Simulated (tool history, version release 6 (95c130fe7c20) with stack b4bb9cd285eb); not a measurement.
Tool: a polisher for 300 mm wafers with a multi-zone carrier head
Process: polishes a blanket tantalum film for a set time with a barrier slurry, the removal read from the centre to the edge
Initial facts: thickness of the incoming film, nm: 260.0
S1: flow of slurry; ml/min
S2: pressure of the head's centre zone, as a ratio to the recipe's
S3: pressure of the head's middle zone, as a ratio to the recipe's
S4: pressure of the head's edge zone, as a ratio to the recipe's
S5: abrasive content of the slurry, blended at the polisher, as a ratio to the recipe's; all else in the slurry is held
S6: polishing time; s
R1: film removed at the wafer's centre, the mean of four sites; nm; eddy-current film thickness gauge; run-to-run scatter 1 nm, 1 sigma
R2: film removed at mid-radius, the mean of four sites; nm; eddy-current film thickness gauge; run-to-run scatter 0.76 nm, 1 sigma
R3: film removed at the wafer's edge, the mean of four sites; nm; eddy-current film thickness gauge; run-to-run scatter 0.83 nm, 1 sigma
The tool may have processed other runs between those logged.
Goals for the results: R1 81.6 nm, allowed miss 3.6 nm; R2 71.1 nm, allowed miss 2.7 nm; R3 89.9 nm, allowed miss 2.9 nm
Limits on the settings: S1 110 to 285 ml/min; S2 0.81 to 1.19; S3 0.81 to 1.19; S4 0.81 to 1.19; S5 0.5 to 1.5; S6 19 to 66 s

| run | hour | S1 | S2 | S3 | S4 | S5 | S6 | R1 | R2 | R3 |
|---|---|---|---|---|---|---|---|---|---|---|
| 1 | 0 | 180 | 1 | 1 | 1 | 1 | 42 | 107.63 | 100.66 | 105.52 |
| 2 | 5.9 | 165 | 0.97 | 0.94 | 1.01 | 0.85 | 42 | 99.546 | 90.991 | 100.93 |
| 3 | 10 | 165 | 0.94 | 0.94 | 1.01 | 0.85 | 42 | 95.701 | 90.801 | 100.18 |
| 4 | 16.8 | 165 | 0.94 | 0.94 | 1.01 | 1 | 42 | 101.59 | 95.051 | 107.52 |
| 5 | 25.1 | 155 | 0.93 | 0.9 | 1.02 | 0.85 | 41 | 92.145 | 82.867 | 97.983 |
| 6 | 30.1 | 155 | 0.93 | 0.93 | 1.02 | 0.85 | 41 | 92.359 | 86.341 | 98.519 |
| 7 | 30.8 | 145 | 0.91 | 0.89 | 1.01 | 0.8 | 41 | 88.152 | 80.128 | 95.213 |
| 8 | 35.9 | 140 | 0.9 | 0.87 | 1 | 0.8 | 41 | 86.302 | 78.522 | 94.265 |
| 9 | 40.8 | 135 | 0.9 | 0.85 | 0.99 | 0.8 | 41 | 85.675 | 76.858 | 94.271 |

5 next moves are on the table. One of them brings every result within its allowed miss. Which?
| A | 45.7 | 130 | 0.94 | 0.86 | 1.09 | 0.7 | 40 | ? | ? | ? |
| B | 45.7 | 135 | 0.86 | 0.91 | 1.03 | 0.85 | 35 | ? | ? | ? |
| C | 45.7 | 130 | 0.91 | 0.87 | 1.01 | 0.95 | 39 | ? | ? | ? |
| D | 45.7 | 150 | 1.09 | 0.94 | 0.93 | 0.65 | 41 | ? | ? | ? |
| E | 45.7 | 110 | 0.81 | 0.89 | 1 | 0.8 | 44 | ? | ? | ? |

| move | R1 | R2 | R3 |
|---|---|---|---|
| A | 80.801 | 70.914 | 88.473 |
| B | 72.289 | 71.107 | 82.08 |
| C | 86.976 | 79.027 | 94.012 |
| D | 92.073 | 77.141 | 82.192 |
| E | 81.535 | 82.789 | 96.935 |
A: all results land within tolerance of their targets
B: brings the last run's worst result on target, with another outside its allowed miss
C: further off than the last run
D: further off than the last run
E: further off than the last run
Go with A: it meets all targets.
